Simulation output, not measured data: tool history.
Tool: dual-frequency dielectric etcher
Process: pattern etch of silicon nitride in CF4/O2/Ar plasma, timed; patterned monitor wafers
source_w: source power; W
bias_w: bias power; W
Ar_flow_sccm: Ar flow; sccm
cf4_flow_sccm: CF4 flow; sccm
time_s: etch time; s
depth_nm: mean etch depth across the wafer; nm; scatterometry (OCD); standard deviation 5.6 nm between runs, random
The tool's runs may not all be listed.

{"run": 1, "day": 0.0, "source_w": 510, "bias_w": 58, "Ar_flow_sccm": 92, "cf4_flow_sccm": 94, "time_s": 318.5, "depth_nm": 708.75}
{"run": 2, "day": 0.283, "source_w": 550, "bias_w": 59, "Ar_flow_sccm": 92, "cf4_flow_sccm": 94, "time_s": 318.5, "depth_nm": 768.42}
{"run": 3, "day": 0.458, "source_w": 550, "bias_w": 59, "Ar_flow_sccm": 92, "cf4_flow_sccm": 88, "time_s": 318.5, "depth_nm": 766.77}
{"run": 4, "day": 0.775, "source_w": 500, "bias_w": 59, "Ar_flow_sccm": 92, "cf4_flow_sccm": 88, "time_s": 318.5, "depth_nm": 692.56}
{"run": 5, "day": 1.025, "source_w": 500, "bias_w": 59, "Ar_flow_sccm": 76, "cf4_flow_sccm": 88, "time_s": 318.5, "depth_nm": 711.85}
{"run": 6, "day": 1.242, "source_w": 540, "bias_w": 59, "Ar_flow_sccm": 76, "cf4_flow_sccm": 88, "time_s": 318.5, "depth_nm": 770.08}
{"run": 7, "day": 1.592, "source_w": 570, "bias_w": 59, "Ar_flow_sccm": 76, "cf4_flow_sccm": 88, "time_s": 318.5, "depth_nm": 810.78}
{"run": 8, "day": 1.829, "source_w": 670, "bias_w": 60, "Ar_flow_sccm": 76, "cf4_flow_sccm": 88, "time_s": 318.5, "depth_nm": 976.78}

The next listed run, before its measurement:
{"run": 9, "day": 2.054, "source_w": 680, "bias_w": 60, "Ar_flow_sccm": 76, "cf4_flow_sccm": 88, "time_s": 318.5, "depth_nm": "?"}

depth_nm: 981.49 nm

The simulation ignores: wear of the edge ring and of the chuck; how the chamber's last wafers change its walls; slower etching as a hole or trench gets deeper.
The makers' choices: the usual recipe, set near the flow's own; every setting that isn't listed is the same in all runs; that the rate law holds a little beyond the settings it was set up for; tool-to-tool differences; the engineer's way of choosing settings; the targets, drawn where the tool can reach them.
